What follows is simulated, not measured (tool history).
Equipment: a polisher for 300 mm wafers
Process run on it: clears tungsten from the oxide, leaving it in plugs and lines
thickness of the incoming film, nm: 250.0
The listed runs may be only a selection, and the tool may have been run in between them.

run	hour	flow of slurry (ml/min)	pressure of the wafer on the pad (kPa)	speed of the pad under the wafer (cm/s)	abrasive content of the slurry	overpolish time after the end point (s)	time until the end point was called (s)
1	0	230	15.9	104	1	8	69.117
2	7.1	230	15.9	104	0.85	8	73.367
3	7.9	230	12.4	104	0.85	8	92.028
4	10.3	230	12.4	104	1	8	87.038
5	15.1	230	12.4	104	0.9	8	90.497
6	17.8	190	12.4	104	0.9	8	90.438
7	23.9	190	16.5	110	0.9	8	65.798

Estimate the outcome of run 8 from the log above:
8	30.1	190	17.9	110	0.9	8	?

{"run 8": {"time until the end point was called (s)": 60.441}}
